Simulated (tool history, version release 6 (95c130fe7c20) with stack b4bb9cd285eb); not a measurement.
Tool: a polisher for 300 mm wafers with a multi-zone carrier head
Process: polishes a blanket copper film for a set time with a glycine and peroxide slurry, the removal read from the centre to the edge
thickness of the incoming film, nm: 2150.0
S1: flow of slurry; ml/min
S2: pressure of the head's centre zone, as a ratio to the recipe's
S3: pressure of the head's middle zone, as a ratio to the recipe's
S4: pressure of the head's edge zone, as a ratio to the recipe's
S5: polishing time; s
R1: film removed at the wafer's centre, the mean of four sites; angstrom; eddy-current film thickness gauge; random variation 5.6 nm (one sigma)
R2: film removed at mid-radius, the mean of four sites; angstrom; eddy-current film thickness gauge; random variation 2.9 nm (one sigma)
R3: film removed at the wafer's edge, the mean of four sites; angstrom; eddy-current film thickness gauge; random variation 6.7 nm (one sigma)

run    day   S1    S2    S3    S4  S5      R1      R2      R3
  1      0  270     1     1     1  59  3357.3  3299.1  3225.8
  2    0.2  270     1  1.04     1  59  3359.9  3357.8  3184.1
  3  0.262  270     1  1.04  0.92  59  3331.7  3372.3  3094.5
  4  0.525  230     1  1.04  0.92  59  3306.2  3315.6  3060.4
  5  0.679  230     1  1.04  0.98  59  3277.3  3317.3  3148.7
  6  0.754  230     1  1.04  0.98  47  2614.1    2652  2537.5
  7  0.908  230     1  1.04  0.98  47  2643.5  2651.2  2526.3
  8  1.046  225     1  1.02  1.01  52  2948.3  2886.2  2808.2
  9  1.279  255  0.94  0.92  1.11  69  3693.1  3692.7  3995.8

The next listed run, before its measurement:
 10  1.392  260  0.95  0.92  1.12  71   ?   ?   ?

Run 10 gave R1 3878.6 angstrom, R2 3773 angstrom, R3 4175.5 angstrom.
